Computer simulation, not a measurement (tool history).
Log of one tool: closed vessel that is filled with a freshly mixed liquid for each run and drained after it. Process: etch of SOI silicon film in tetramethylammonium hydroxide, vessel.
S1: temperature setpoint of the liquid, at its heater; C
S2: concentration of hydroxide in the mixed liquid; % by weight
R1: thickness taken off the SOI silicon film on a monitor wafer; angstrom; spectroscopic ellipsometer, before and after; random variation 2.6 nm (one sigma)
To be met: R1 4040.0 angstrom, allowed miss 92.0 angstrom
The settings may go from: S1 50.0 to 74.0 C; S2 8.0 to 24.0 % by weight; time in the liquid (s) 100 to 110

Run 1, hour 0.0: S1 61.0 C, S2 16.0 % by weight, time in the liquid (s) 100. Result: R1 3363.7 angstrom.
Run 2, hour 4.8: S1 61.5 C, S2 16.0 % by weight, time in the liquid (s) 100. Result: R1 3388.5 angstrom.
Run 3, hour 13.2: S1 61.5 C, S2 16.0 % by weight, time in the liquid (s) 100. Result: R1 3454.7 angstrom.
Run 4, hour 18.4: S1 61.5 C, S2 13.0 % by weight, time in the liquid (s) 100. Result: R1 3774.7 angstrom.
Run 5, hour 20.4: S1 67.0 C, S2 13.0 % by weight, time in the liquid (s) 100. Result: R1 5280.2 angstrom.
Run 6, hour 25.5: S1 72.0 C, S2 13.0 % by weight, time in the liquid (s) 100. Result: R1 7090.0 angstrom.
Run 7, hour 30.7: S1 70.5 C, S2 13.0 % by weight, time in the liquid (s) 100. Result: R1 6440.8 angstrom.
Run 8, hour 34.3: S1 69.5 C, S2 13.0 % by weight, time in the liquid (s) 100. Result: R1 6022.7 angstrom.
Run 9, hour 36.8: S1 68.5 C, S2 13.0 % by weight, time in the liquid (s) 100. Result: R1 5731.2 angstrom.
Run 10, hour 37.9: S1 67.5 C, S2 13.0 % by weight, time in the liquid (s) 100. Result: R1 5432.2 angstrom.
Run 11, hour 44.6: S1 61.5 C, S2 13.0 % by weight, time in the liquid (s) 100. Result: R1 3804.4 angstrom.
Run 12, hour 45.8: S1 62.0 C, S2 13.0 % by weight, time in the liquid (s) 100. Result: R1 3892.3 angstrom.

Which of these 5 next moves meets every target?
Run A, hour 47.0: S1 61.5 C, S2 12.5 % by weight, time in the liquid (s) 100. Result: R1 ?.
Run B, hour 47.0: S1 61.5 C, S2 12.5 % by weight, time in the liquid (s) 105. Result: R1 ?.
Run C, hour 47.0: S1 60.5 C, S2 13.5 % by weight, time in the liquid (s) 110. Result: R1 ?.
Run D, hour 47.0: S1 59.0 C, S2 12.0 % by weight, time in the liquid (s) 110. Result: R1 ?.
Run E, hour 47.0: S1 62.5 C, S2 13.5 % by weight, time in the liquid (s) 110. Result: R1 ?.

move      R1
   A  3836.7
   B  4028.5
   C  3830.4
   D  3673.1
   E  4333.7
A: further off than the last run
B: meets every target
C: further off than the last run
D: further off than the last run
E: takes the result that was furthest off past its target
Move B is the one to make.
